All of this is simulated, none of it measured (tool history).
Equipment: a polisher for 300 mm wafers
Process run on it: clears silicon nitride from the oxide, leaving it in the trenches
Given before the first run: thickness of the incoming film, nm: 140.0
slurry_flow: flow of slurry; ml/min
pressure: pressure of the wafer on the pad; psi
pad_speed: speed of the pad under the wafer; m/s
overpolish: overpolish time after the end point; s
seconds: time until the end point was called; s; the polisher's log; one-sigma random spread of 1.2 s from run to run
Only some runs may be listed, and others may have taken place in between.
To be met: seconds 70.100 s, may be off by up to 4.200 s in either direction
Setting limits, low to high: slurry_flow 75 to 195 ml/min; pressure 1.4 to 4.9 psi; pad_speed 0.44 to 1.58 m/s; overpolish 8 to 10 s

{"run": 1, "day": 0.0, "slurry_flow": 125, "pressure": 3.1, "pad_speed": 1.0, "overpolish": 10, "seconds": 113.77}
{"run": 2, "day": 0.254, "slurry_flow": 125, "pressure": 3.4, "pad_speed": 1.02, "overpolish": 10, "seconds": 105.16}
{"run": 3, "day": 0.367, "slurry_flow": 125, "pressure": 3.7, "pad_speed": 1.04, "overpolish": 10, "seconds": 95.869}
{"run": 4, "day": 0.704, "slurry_flow": 125, "pressure": 4.0, "pad_speed": 1.06, "overpolish": 10, "seconds": 86.272}
{"run": 5, "day": 1.038, "slurry_flow": 125, "pressure": 4.0, "pad_speed": 1.06, "overpolish": 8, "seconds": 85.798}
{"run": 6, "day": 1.342, "slurry_flow": 125, "pressure": 4.2, "pad_speed": 1.06, "overpolish": 8, "seconds": 82.945}
{"run": 7, "day": 1.538, "slurry_flow": 125, "pressure": 4.3, "pad_speed": 1.06, "overpolish": 8, "seconds": 80.025}
{"run": 8, "day": 1.888, "slurry_flow": 125, "pressure": 4.4, "pad_speed": 1.06, "overpolish": 8, "seconds": 79.67}
{"run": 9, "day": 2.042, "slurry_flow": 125, "pressure": 4.5, "pad_speed": 1.06, "overpolish": 8, "seconds": 75.984}
{"run": 10, "day": 2.317, "slurry_flow": 125, "pressure": 4.6, "pad_speed": 1.06, "overpolish": 8, "seconds": 74.326}

Which one of the following 4 next-run settings gets every result inside its allowed miss? There is exactly one.
{"run": "A", "day": 2.592, "slurry_flow": 160, "pressure": 4.3, "pad_speed": 0.94, "overpolish": 8, "seconds": "?"}
{"run": "B", "day": 2.592, "slurry_flow": 120, "pressure": 4.3, "pad_speed": 1.02, "overpolish": 8, "seconds": "?"}
{"run": "C", "day": 2.592, "slurry_flow": 120, "pressure": 4.5, "pad_speed": 1.14, "overpolish": 10, "seconds": "?"}
{"run": "D", "day": 2.592, "slurry_flow": 105, "pressure": 4.7, "pad_speed": 0.96, "overpolish": 8, "seconds": "?"}

move=A seconds=84.588
move=B seconds=81.389
move=C seconds=69.869
move=D seconds=80.747
A: its largest miss is bigger than the last run's
B: its largest miss is bigger than the last run's
C: all results land within tolerance of their targets
D: its largest miss is bigger than the last run's
Move C is the one to make.

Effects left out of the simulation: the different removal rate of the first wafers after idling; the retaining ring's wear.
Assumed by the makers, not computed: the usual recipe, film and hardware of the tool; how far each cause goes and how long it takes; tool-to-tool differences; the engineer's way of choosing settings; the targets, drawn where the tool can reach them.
